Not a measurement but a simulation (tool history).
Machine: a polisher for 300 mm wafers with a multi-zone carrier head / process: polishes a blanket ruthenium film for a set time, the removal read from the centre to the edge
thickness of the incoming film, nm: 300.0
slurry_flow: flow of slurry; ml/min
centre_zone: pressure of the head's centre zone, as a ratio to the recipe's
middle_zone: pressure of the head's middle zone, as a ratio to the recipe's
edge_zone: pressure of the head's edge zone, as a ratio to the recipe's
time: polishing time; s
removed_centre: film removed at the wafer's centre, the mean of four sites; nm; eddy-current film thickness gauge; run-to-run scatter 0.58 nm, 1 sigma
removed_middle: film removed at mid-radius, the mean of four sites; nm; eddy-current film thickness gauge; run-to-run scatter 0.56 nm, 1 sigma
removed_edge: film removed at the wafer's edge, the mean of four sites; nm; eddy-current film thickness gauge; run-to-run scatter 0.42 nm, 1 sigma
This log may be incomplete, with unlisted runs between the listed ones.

{"run": 1, "hour": 0.0, "slurry_flow": 295, "centre_zone": 1, "middle_zone": 1, "edge_zone": 1, "time": 43, "removed_centre": 68.165, "removed_middle": 70.397, "removed_edge": 69.757}
{"run": 2, "hour": 2.8, "slurry_flow": 295, "centre_zone": 0.98, "middle_zone": 1.01, "edge_zone": 0.97, "time": 38, "removed_centre": 59.271, "removed_middle": 62.36, "removed_edge": 60.982}
{"run": 3, "hour": 10.4, "slurry_flow": 295, "centre_zone": 0.92, "middle_zone": 1.01, "edge_zone": 0.97, "time": 38, "removed_centre": 58.14, "removed_middle": 63.129, "removed_edge": 60.848}
{"run": 4, "hour": 14.2, "slurry_flow": 290, "centre_zone": 0.9, "middle_zone": 1.02, "edge_zone": 0.95, "time": 35, "removed_centre": 50.32, "removed_middle": 56.867, "removed_edge": 54.702}
{"run": 5, "hour": 21.4, "slurry_flow": 290, "centre_zone": 0.9, "middle_zone": 1.02, "edge_zone": 0.88, "time": 35, "removed_centre": 51.787, "removed_middle": 59.008, "removed_edge": 52.684}
{"run": 6, "hour": 30.3, "slurry_flow": 290, "centre_zone": 0.87, "middle_zone": 1.02, "edge_zone": 0.88, "time": 35, "removed_centre": 50.932, "removed_middle": 58.569, "removed_edge": 53.785}

Run 7 is up next; what results do you expect?
{"run": 7, "hour": 34.0, "slurry_flow": 285, "centre_zone": 0.87, "middle_zone": 1.02, "edge_zone": 0.87, "time": 33, "removed_centre": "?", "removed_middle": "?", "removed_edge": "?"}

removed_centre: 47.844 nm
removed_middle: 55.124 nm
removed_edge: 50.546 nm
